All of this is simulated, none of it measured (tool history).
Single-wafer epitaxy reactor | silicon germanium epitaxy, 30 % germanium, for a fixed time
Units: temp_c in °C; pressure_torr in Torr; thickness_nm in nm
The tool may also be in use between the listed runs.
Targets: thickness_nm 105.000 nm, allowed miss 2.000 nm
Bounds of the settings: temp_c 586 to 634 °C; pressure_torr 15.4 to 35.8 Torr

run  hour  temp_c  pressure_torr  thickness_nm
  1   0.0     610           25.6        77.347
  2   2.7     615           25.7        83.400
  3   7.6     615           29.9        89.324
  4  16.4     618           30.0        94.089
     18.8  -- pyrometer calibrated
  5  18.8     610           30.0        78.480
  6  24.0     619           30.0        90.464
  7  25.4     623           30.2        96.168
  8  30.5     625           30.3        99.613
  9  35.9     626           30.4       101.330
 10  38.6     626           30.4       101.130
 11  40.7     627           30.4       102.900

Which of these 4 next moves meets every target?
  A  42.8     627           31.7             ?
  B  42.8     625           31.5             ?
  C  42.8     621           35.7             ?
  D  42.8     623           31.2             ?

move  thickness_nm
   A       104.090
   B       100.680
   C       100.130
   D        97.231
A: meets every target
B: further off than the last run
C: further off than the last run
D: further off than the last run
Move A is the one to make.
